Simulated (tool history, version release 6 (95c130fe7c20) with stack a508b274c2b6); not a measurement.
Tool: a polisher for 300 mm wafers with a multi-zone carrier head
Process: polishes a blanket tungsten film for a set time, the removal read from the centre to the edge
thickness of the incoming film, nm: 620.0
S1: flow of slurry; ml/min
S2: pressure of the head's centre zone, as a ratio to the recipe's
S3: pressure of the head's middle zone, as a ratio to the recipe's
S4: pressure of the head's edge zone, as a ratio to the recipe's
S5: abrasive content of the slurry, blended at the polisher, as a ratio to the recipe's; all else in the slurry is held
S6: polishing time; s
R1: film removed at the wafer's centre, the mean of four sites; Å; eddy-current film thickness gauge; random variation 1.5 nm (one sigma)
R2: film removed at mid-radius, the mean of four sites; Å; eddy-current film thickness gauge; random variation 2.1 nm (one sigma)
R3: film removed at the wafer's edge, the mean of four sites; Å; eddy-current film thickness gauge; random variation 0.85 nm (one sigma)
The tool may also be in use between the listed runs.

run	hour	S1	S2	S3	S4	S5	S6	R1	R2	R3
1	0	215	1	1	1	1	38	2455.7	2427.3	2408.1
2	6.1	210	0.97	1.02	0.97	0.9	36	2221.9	2286.2	2197.3
3	13.4	210	0.97	1.09	0.97	0.9	36	2245.1	2417.2	2207.6
4	16.8	205	0.94	1.1	0.95	0.8	34	1957.7	2199	1986.9
5	21.1	205	0.9	1.1	0.95	0.8	34	1866.9	2223.6	1980.7
6	28.8	200	0.89	1.1	0.93	0.75	33	1791.7	2092.1	1877.2

Run 7 comes next. What will it give?
7	34.2	195	0.87	1.11	0.91	0.7	32	?	?	?

{"run 7": {"R1": 1611.1, "R2": 2010.4, "R3": 1765.7}}

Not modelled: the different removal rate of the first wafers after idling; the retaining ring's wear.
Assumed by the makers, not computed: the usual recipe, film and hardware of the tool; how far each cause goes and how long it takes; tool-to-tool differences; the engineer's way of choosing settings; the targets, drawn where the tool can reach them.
